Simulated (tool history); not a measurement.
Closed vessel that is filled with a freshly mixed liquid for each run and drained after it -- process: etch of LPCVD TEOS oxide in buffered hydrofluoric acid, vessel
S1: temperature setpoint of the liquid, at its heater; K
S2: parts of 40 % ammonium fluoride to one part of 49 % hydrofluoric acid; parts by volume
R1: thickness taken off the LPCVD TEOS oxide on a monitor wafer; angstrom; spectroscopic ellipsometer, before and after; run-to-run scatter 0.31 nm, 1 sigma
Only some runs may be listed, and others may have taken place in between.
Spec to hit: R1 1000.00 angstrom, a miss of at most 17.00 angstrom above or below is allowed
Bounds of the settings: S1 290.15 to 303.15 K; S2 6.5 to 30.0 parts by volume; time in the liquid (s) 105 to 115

Run 1, day 0.000: S1 295.15 K, S2 19.5 parts by volume, time in the liquid (s) 105. Result: R1 1385.70 angstrom.
Run 2, day 0.046: S1 295.15 K, S2 19.5 parts by volume, time in the liquid (s) 105. Result: R1 1385.50 angstrom.
Run 3, day 0.117: S1 293.65 K, S2 20.0 parts by volume, time in the liquid (s) 105. Result: R1 1237.90 angstrom.
Run 4, day 0.425: S1 295.65 K, S2 20.0 parts by volume, time in the liquid (s) 105. Result: R1 1384.80 angstrom.
Run 5, day 0.608: S1 295.65 K, S2 20.0 parts by volume, time in the liquid (s) 115. Result: R1 1526.20 angstrom.
Run 6, day 0.646: S1 294.15 K, S2 21.0 parts by volume, time in the liquid (s) 115. Result: R1 1339.70 angstrom.
At day 1.021: hydrofluoric acid flow meter replaced.
Run 7, day 1.021: S1 293.15 K, S2 21.5 parts by volume, time in the liquid (s) 115. Result: R1 1151.80 angstrom.
Run 8, day 1.154: S1 292.65 K, S2 21.5 parts by volume, time in the liquid (s) 115. Result: R1 1115.20 angstrom.
Run 9, day 1.462: S1 290.15 K, S2 21.5 parts by volume, time in the liquid (s) 115. Result: R1 966.97 angstrom.

Which single option among these 5 for the next run brings every result within its allowed miss of target? Just one does.
Run A, day 1.771: S1 292.15 K, S2 21.5 parts by volume, time in the liquid (s) 110. Result: R1 ?.
Run B, day 1.771: S1 290.15 K, S2 19.5 parts by volume, time in the liquid (s) 105. Result: R1 ?.
Run C, day 1.771: S1 290.15 K, S2 20.5 parts by volume, time in the liquid (s) 115. Result: R1 ?.
Run D, day 1.771: S1 290.15 K, S2 22.0 parts by volume, time in the liquid (s) 115. Result: R1 ?.
Run E, day 1.771: S1 290.15 K, S2 21.5 parts by volume, time in the liquid (s) 110. Result: R1 ?.

move       R1
   A  1032.10
   B   947.64
   C   995.10
   D   947.70
   E   921.02
A: moves the result that the last run missed by most past its target, out the other side
B: its largest miss is bigger than the last run's
C: every result lands within tolerance
D: its largest miss is bigger than the last run's
E: its largest miss is bigger than the last run's
The move that meets every target is C.
